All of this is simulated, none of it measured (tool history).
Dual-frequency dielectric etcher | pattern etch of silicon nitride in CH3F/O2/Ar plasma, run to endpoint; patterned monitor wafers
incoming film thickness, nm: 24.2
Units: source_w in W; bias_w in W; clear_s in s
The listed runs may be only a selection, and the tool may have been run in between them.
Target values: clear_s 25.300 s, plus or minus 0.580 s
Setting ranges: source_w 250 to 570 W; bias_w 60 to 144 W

{"run": 1, "hour": 0.0, "source_w": 410, "bias_w": 102, "clear_s": 29.753}
{"run": 2, "hour": 5.4, "source_w": 410, "bias_w": 95, "clear_s": 30.38}
{"run": 3, "hour": 9.4, "source_w": 410, "bias_w": 83, "clear_s": 31.927}
{"run": 4, "hour": 10.4, "source_w": 440, "bias_w": 89, "clear_s": 29.816}
{"run": 5, "hour": 11.6, "source_w": 460, "bias_w": 90, "clear_s": 29.425}
{"run": 6, "hour": 17.5, "source_w": 460, "bias_w": 80, "clear_s": 30.755}
{"run": 7, "hour": 22.7, "source_w": 480, "bias_w": 85, "clear_s": 29.206}
{"run": 8, "hour": 31.7, "source_w": 500, "bias_w": 88, "clear_s": 28.448}
{"run": 9, "hour": 36.6, "source_w": 510, "bias_w": 91, "clear_s": 27.65}
{"run": 10, "hour": 45.3, "source_w": 520, "bias_w": 93, "clear_s": 27.396}

Which single option among these 5 for the next run brings every result within its allowed miss of target? Just one does.
{"run": "A", "hour": 54.0, "source_w": 510, "bias_w": 97, "clear_s": "?"}
{"run": "B", "hour": 54.0, "source_w": 490, "bias_w": 93, "clear_s": "?"}
{"run": "C", "hour": 54.0, "source_w": 570, "bias_w": 102, "clear_s": "?"}
{"run": "D", "hour": 54.0, "source_w": 570, "bias_w": 119, "clear_s": "?"}
{"run": "E", "hour": 54.0, "source_w": 570, "bias_w": 122, "clear_s": "?"}

move=A clear_s=27.208
move=B clear_s=28.130
move=C clear_s=25.429
move=D clear_s=24.018
move=E clear_s=23.794
A: better than the last run, though not everything is in spec
B: moves away from the targets compared with the last run
C: all results land within tolerance of their targets
D: moves the result that the last run missed by most past its target, out the other side
E: moves the result that the last run missed by most past its target, out the other side
Go with C: it meets all targets.
